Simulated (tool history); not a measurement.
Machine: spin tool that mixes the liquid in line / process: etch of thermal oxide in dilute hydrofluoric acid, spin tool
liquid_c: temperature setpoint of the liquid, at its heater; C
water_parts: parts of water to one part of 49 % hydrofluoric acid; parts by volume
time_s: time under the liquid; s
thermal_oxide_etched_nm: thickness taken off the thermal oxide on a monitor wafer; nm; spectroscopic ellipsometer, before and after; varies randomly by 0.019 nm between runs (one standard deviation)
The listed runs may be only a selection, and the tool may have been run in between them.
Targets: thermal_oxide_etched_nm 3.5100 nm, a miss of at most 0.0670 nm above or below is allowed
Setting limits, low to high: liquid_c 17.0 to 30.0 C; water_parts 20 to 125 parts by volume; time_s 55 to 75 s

run	hour	liquid_c	water_parts	time_s	thermal_oxide_etched_nm
1	0.0	22.0	70	75	4.9557
2	6.5	25.5	70	75	5.7288
3	12.8	23.5	75	75	4.9033
4	16.8	23.5	55	75	6.8864
5	19.4	22.0	60	75	5.8281
6	20.2	20.5	65	75	5.0125
7	28.3	19.5	70	75	4.4597
8	33.2	19.5	70	75	4.4689
9	39.3	19.0	70	75	4.3758

4 candidate next runs follow, results not yet known. Just one meets every target within its allowed miss. Identify it.
A	45.4	21.5	85	70	?
B	45.4	18.0	80	75	?
C	45.4	17.0	75	70	?
D	45.4	19.0	90	75	?

move	thermal_oxide_etched_nm
A	3.6373
B	3.5964
C	3.4488
D	3.3002
A: gains on the last run, yet a result remains outside its allowed miss
B: gains on the last run, yet a result remains outside its allowed miss
C: every result lands within tolerance
D: takes the biggest miss from the last run beyond its target
C meets every target.
